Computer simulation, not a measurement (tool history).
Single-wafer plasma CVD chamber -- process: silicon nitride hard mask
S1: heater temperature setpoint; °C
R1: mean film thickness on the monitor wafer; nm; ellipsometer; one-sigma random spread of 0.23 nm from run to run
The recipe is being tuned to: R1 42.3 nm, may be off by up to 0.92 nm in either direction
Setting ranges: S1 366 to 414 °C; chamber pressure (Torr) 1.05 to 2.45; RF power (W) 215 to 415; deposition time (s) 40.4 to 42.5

{"run": 1, "hour": 0.0, "S1": 390, "chamber pressure (Torr)": 1.75, "RF power (W)": 315, "deposition time (s)": 42.5, "R1": 50.926}
{"run": 2, "hour": 8.4, "S1": 390, "chamber pressure (Torr)": 1.68, "RF power (W)": 310, "deposition time (s)": 42.4, "R1": 50.412}
{"run": 3, "hour": 9.6, "S1": 390, "chamber pressure (Torr)": 1.68, "RF power (W)": 310, "deposition time (s)": 40.4, "R1": 46.987}
{"run": 4, "hour": 17.0, "S1": 390, "chamber pressure (Torr)": 1.81, "RF power (W)": 310, "deposition time (s)": 40.4, "R1": 48.875}
{"run": 5, "hour": 17.7, "S1": 390, "chamber pressure (Torr)": 1.73, "RF power (W)": 305, "deposition time (s)": 40.4, "R1": 47.757}
{"run": 6, "hour": 19.4, "S1": 390, "chamber pressure (Torr)": 1.73, "RF power (W)": 280, "deposition time (s)": 40.4, "R1": 45.461}
{"run": 7, "hour": 21.8, "S1": 390, "chamber pressure (Torr)": 1.69, "RF power (W)": 280, "deposition time (s)": 40.4, "R1": 44.883}
{"run": 8, "hour": 25.4, "S1": 390, "chamber pressure (Torr)": 1.66, "RF power (W)": 280, "deposition time (s)": 40.4, "R1": 44.957}
{"run": 9, "hour": 27.0, "S1": 390, "chamber pressure (Torr)": 1.62, "RF power (W)": 280, "deposition time (s)": 40.4, "R1": 44.647}
{"run": 10, "hour": 33.1, "S1": 390, "chamber pressure (Torr)": 1.35, "RF power (W)": 270, "deposition time (s)": 40.4, "R1": 40.921}
{"run": 11, "hour": 36.6, "S1": 390, "chamber pressure (Torr)": 1.37, "RF power (W)": 270, "deposition time (s)": 40.4, "R1": 40.939}

Of the 4 settings listed for the next run, only one would bring every result within its allowed miss of target. Which one?
{"run": "A", "hour": 40.1, "S1": 387, "chamber pressure (Torr)": 1.22, "RF power (W)": 260, "deposition time (s)": 40.4, "R1": "?"}
{"run": "B", "hour": 40.1, "S1": 388, "chamber pressure (Torr)": 1.47, "RF power (W)": 235, "deposition time (s)": 42.5, "R1": "?"}
{"run": "C", "hour": 40.1, "S1": 389, "chamber pressure (Torr)": 1.41, "RF power (W)": 270, "deposition time (s)": 41.3, "R1": "?"}
{"run": "D", "hour": 40.1, "S1": 394, "chamber pressure (Torr)": 1.3, "RF power (W)": 245, "deposition time (s)": 42.5, "R1": "?"}

move=A R1=38.962
move=B R1=41.034
move=C R1=42.649
move=D R1=40.289
A: lands further from the targets than the last run did
B: closer than the last run, but not yet in spec
C: all results land within tolerance of their targets
D: lands further from the targets than the last run did
The move that meets every target is C.
